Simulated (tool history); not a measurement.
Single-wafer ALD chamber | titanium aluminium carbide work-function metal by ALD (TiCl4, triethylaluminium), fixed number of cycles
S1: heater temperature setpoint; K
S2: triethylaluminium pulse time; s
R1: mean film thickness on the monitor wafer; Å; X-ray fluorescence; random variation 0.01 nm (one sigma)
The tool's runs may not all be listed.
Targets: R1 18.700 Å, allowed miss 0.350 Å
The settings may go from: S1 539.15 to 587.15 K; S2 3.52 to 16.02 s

{"run": 1, "hour": 0.0, "S1": 563.15, "S2": 9.77, "R1": 20.464}
{"run": 2, "hour": 8.7, "S1": 563.15, "S2": 11.45, "R1": 21.122}
{"run": 3, "hour": 10.2, "S1": 563.15, "S2": 13.97, "R1": 21.38}
{"run": 4, "hour": 16.3, "S1": 556.15, "S2": 13.97, "R1": 20.829}
{"run": 5, "hour": 22.0, "S1": 556.15, "S2": 15.02, "R1": 20.881}
{"run": 6, "hour": 23.7, "S1": 554.15, "S2": 14.6, "R1": 20.52}
{"run": 7, "hour": 24.8, "S1": 542.15, "S2": 12.22, "R1": 19.451}
{"run": 8, "hour": 26.2, "S1": 542.15, "S2": 11.81, "R1": 19.171}
{"run": 9, "hour": 34.2, "S1": 542.15, "S2": 11.66, "R1": 19.4}
{"run": 10, "hour": 40.5, "S1": 542.15, "S2": 11.26, "R1": 19.341}

Which of these 4 next moves meets every target?
{"run": "A", "hour": 46.8, "S1": 548.15, "S2": 9.65, "R1": "?"}
{"run": "B", "hour": 46.8, "S1": 545.15, "S2": 8.24, "R1": "?"}
{"run": "C", "hour": 46.8, "S1": 546.15, "S2": 11.02, "R1": "?"}
{"run": "D", "hour": 46.8, "S1": 546.15, "S2": 9.86, "R1": "?"}

move=A R1=19.479
move=B R1=18.647
move=C R1=19.636
move=D R1=19.379
A: further off than the last run
B: meets every target
C: further off than the last run
D: further off than the last run
Move B is the one to make.
